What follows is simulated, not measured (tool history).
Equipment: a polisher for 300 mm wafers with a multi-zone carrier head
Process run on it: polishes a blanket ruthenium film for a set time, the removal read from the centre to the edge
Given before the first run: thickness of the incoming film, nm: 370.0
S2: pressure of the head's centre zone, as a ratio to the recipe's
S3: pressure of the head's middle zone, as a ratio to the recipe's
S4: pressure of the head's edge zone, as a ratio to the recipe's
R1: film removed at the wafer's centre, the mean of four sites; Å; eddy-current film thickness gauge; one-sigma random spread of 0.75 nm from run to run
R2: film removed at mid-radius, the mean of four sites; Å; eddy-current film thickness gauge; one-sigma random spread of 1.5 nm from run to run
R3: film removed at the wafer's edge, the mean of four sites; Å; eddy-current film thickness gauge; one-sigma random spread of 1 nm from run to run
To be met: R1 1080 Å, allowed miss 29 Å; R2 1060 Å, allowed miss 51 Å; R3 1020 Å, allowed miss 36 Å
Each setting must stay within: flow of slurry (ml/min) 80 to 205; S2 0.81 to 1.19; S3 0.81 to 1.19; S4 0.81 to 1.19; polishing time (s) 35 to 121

run 1 hour=0 | flow_of_slurry_(ml/min)=135 S2=1 S3=1 S4=1 polishing_time_(s)=78 | R1=859.64 R2=854.27 R3=818.19
run 2 hour=2.1 | flow_of_slurry_(ml/min)=150 S2=1.02 S3=1.02 S4=1.05 polishing_time_(s)=81 | R1=939.86 R2=941.37 R3=889.15
run 3 hour=8.2 | flow_of_slurry_(ml/min)=150 S2=1.02 S3=0.95 S4=1.05 polishing_time_(s)=81 | R1=929.17 R2=834.02 R3=878.93
run 4 hour=14.8 | flow_of_slurry_(ml/min)=160 S2=1.03 S3=0.98 S4=1.09 polishing_time_(s)=82 | R1=970.78 R2=919.13 R3=925.85
run 5 hour=18.4 | flow_of_slurry_(ml/min)=160 S2=1.03 S3=1.05 S4=1.09 polishing_time_(s)=82 | R1=962.51 R2=962.36 R3=925.32
run 6 hour=19.3 | flow_of_slurry_(ml/min)=160 S2=1 S3=1.05 S4=1.09 polishing_time_(s)=82 | R1=937.12 R2=956.25 R3=905.32
run 7 hour=24.1 | flow_of_slurry_(ml/min)=165 S2=1.03 S3=1.06 S4=1.12 polishing_time_(s)=83 | R1=985.73 R2=986.03 R3=944.6
run 8 hour=32.9 | flow_of_slurry_(ml/min)=175 S2=1.04 S3=1.07 S4=1.14 polishing_time_(s)=84 | R1=1027.7 R2=1022.2 R3=966.74
run 9 hour=40.7 | flow_of_slurry_(ml/min)=180 S2=1.04 S3=1.07 S4=1.15 polishing_time_(s)=85 | R1=1029.4 R2=1036.7 R3=981.84

Below are 5 possible settings for the next run. Only one of them brings all results inside the allowed miss of their targets. Which is it?
run A hour=48.5 | flow_of_slurry_(ml/min)=160 S2=1.08 S3=1.1 S4=1.19 polishing_time_(s)=88 | R1=? R2=? R3=?
run B hour=48.5 | flow_of_slurry_(ml/min)=170 S2=0.96 S3=1.07 S4=1.19 polishing_time_(s)=86 | R1=? R2=? R3=?
run C hour=48.5 | flow_of_slurry_(ml/min)=165 S2=1.17 S3=1.08 S4=1.12 polishing_time_(s)=82 | R1=? R2=? R3=?
run D hour=48.5 | flow_of_slurry_(ml/min)=180 S2=1.04 S3=1.09 S4=1.13 polishing_time_(s)=84 | R1=? R2=? R3=?
run E hour=48.5 | flow_of_slurry_(ml/min)=205 S2=1.09 S3=1.15 S4=1 polishing_time_(s)=79 | R1=? R2=? R3=?

move=A R1=1100.6 R2=1099.5 R3=1019.3
move=B R1=966.91 R2=1061.6 R3=1004.5
move=C R1=1118.6 R2=1013.9 R3=929.36
move=D R1=1035.1 R2=1063.3 R3=966
move=E R1=1044.2 R2=1068.1 R3=876.08
A: each result inside its tolerance
B: its largest miss is bigger than the last run's
C: takes the biggest miss from the last run beyond its target
D: closes in on the targets versus the last run, not all within tolerance yet
E: its largest miss is bigger than the last run's
Answer: A
